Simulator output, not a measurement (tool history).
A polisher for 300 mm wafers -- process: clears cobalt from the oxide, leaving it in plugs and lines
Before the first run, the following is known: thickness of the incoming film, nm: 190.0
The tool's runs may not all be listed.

run	hour	flow of slurry (ml/min)	pressure of the wafer on the pad (kPa)	speed of the pad under the wafer (m/s)	overpolish time after the end point (s)	time until the end point was called (s)	dishing of a wide line in a test structure (Å)
1	0.0	315	16.5	0.92	15	41.164	404.42
2	3.0	315	14.5	0.92	15	46.541	378.72
3	4.7	315	14.5	0.92	18	44.965	403.53
4	7.0	260	14.5	0.92	18	47.281	406.32
5	14.5	305	13.1	0.90	15	54.024	334.11
6	17.6	305	13.1	0.90	19	53.749	396.90
7	20.7	285	12.4	0.92	16	55.000	346.30
8	23.3	290	11.7	0.94	14	55.425	310.35
9	30.9	290	11.0	0.94	12	59.011	271.47
10	35.5	290	10.3	0.90	5	65.425	125.90

What will run 11 give?
11	44.3	290	9.7	0.92	6	?	?

{"run 11": {"time until the end point was called (s)": 71.773, "dishing of a wide line in a test structure (Å)": 134.32}}
